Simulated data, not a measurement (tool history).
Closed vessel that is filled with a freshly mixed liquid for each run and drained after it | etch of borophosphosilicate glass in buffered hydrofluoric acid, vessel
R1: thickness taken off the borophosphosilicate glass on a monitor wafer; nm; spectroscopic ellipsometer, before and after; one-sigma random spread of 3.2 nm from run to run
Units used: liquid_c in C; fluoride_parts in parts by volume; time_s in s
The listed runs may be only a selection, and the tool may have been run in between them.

{"run": 1, "hour": 0.0, "liquid_c": 24, "fluoride_parts": 11, "time_s": 95, "R1": 204.33}
{"run": 2, "hour": 5.2, "liquid_c": 26, "fluoride_parts": 10.5, "time_s": 95, "R1": 244.53}
{"run": 3, "hour": 9.1, "liquid_c": 27.5, "fluoride_parts": 10.5, "time_s": 95, "R1": 259.32}
{"run": 4, "hour": 17.1, "liquid_c": 27.5, "fluoride_parts": 10.5, "time_s": 95, "R1": 263.57}
{"run": 5, "hour": 22.7, "liquid_c": 25.5, "fluoride_parts": 10.5, "time_s": 95, "R1": 233.33}
{"run": 6, "hour": 25.8, "liquid_c": 27, "fluoride_parts": 10.5, "time_s": 95, "R1": 255.35}

For run 7, what comes out?
{"run": 7, "hour": 32.8, "liquid_c": 28.5, "fluoride_parts": 10.5, "time_s": 95, "R1": "?"}

{"run 7": {"R1": 273.19}}

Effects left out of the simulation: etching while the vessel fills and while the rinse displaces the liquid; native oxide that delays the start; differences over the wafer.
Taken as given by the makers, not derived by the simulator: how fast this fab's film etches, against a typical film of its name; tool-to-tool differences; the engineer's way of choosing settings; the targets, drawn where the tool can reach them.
